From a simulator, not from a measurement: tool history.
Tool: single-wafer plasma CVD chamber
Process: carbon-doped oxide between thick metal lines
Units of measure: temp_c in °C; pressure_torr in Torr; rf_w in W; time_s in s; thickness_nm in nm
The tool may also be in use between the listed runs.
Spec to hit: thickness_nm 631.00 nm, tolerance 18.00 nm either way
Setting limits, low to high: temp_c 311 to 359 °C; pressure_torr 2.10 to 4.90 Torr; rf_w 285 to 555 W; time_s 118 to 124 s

run,hour,temp_c,pressure_torr,rf_w,time_s,thickness_nm
1,0.0,335,3.50,420,124,544.71
2,8.4,334,3.56,430,124,561.26
3,15.2,334,3.98,430,124,567.92
4,17.3,333,4.04,435,124,572.99
5,25.3,333,4.04,380,124,513.40
6,26.4,339,4.04,380,124,503.46
7,32.0,337,4.09,395,124,527.79
8,39.2,336,4.14,410,124,541.83
9,41.8,335,4.17,420,124,555.14
10,47.9,334,4.20,430,124,571.04
# hour 52.2: capacitance manometer re-zeroed and calibrated
11,52.2,333,4.24,435,124,581.73

Which single option among these 4 for the next run brings every result within its allowed miss of target? Just one does.
A,56.5,325,4.48,505,124,?
B,56.5,321,3.72,470,124,?
C,56.5,329,4.79,400,123,?
D,56.5,330,4.50,515,124,?

move,thickness_nm
A,669.11
B,626.95
C,558.34
D,668.69
A: pushes the last run's worst result past its target
B: hits every target within its allowed miss
C: its largest miss is bigger than the last run's
D: pushes the last run's worst result past its target
Move B is the one to make.

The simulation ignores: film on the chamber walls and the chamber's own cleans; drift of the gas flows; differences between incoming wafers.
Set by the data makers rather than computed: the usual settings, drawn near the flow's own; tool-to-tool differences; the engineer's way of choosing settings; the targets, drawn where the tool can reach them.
